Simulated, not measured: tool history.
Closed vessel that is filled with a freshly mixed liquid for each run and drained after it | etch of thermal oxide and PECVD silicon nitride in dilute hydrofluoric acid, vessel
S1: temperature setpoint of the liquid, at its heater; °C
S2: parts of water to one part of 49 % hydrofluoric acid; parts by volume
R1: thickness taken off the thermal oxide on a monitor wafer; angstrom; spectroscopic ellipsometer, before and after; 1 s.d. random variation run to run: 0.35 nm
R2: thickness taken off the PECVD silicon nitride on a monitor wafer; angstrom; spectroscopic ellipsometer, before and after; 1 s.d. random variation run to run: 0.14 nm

run 1 hour=0.0 | S1=25.0 S2=70 time_in_the_liquid_(s)=160 | R1=136.73 R2=53.512
run 2 hour=5.1 | S1=25.0 S2=60 time_in_the_liquid_(s)=160 | R1=160.10 R2=61.960
run 3 hour=14.5 | S1=27.5 S2=50 time_in_the_liquid_(s)=160 | R1=215.57 R2=87.405
run 4 hour=23.2 | S1=27.5 S2=35 time_in_the_liquid_(s)=160 | R1=315.03 R2=124.020
run 5 hour=27.7 | S1=27.5 S2=25 time_in_the_liquid_(s)=160 | R1=437.20 R2=173.090
run 6 hour=30.5 | S1=29.0 S2=30 time_in_the_liquid_(s)=160 | R1=392.79 R2=159.200

Estimate the outcome of run 7 from the log above:
run 7 hour=37.1 | S1=30.0 S2=30 time_in_the_liquid_(s)=160 | R1=? R2=?

R1: 412.74 angstrom
R2: 171.730 angstrom
